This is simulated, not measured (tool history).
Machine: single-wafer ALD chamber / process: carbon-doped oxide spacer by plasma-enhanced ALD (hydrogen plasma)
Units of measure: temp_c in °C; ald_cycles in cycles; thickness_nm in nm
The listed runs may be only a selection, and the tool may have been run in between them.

Run 1, hour 0: temp_c 420 °C, ald_cycles 639 cycles. Result: thickness_nm 29.249 nm.
Run 2, hour 8.6: temp_c 423 °C, ald_cycles 592 cycles. Result: thickness_nm 26.884 nm.
Run 3, hour 13.3: temp_c 432 °C, ald_cycles 592 cycles. Result: thickness_nm 26.215 nm.
Run 4, hour 21.9: temp_c 439 °C, ald_cycles 592 cycles. Result: thickness_nm 25.31 nm.
Run 5, hour 22.9: temp_c 430 °C, ald_cycles 592 cycles. Result: thickness_nm 26.336 nm.
Run 6, hour 24.8: temp_c 430 °C, ald_cycles 679 cycles. Result: thickness_nm 30.164 nm.
Run 7, hour 33.7: temp_c 432 °C, ald_cycles 627 cycles. Result: thickness_nm 27.6 nm.

Run 8 has not been measured yet. What should we expect?
Run 8, hour 38.5: temp_c 434 °C, ald_cycles 589 cycles. Result: thickness_nm ?.

{"run 8": {"thickness_nm": 25.697}}
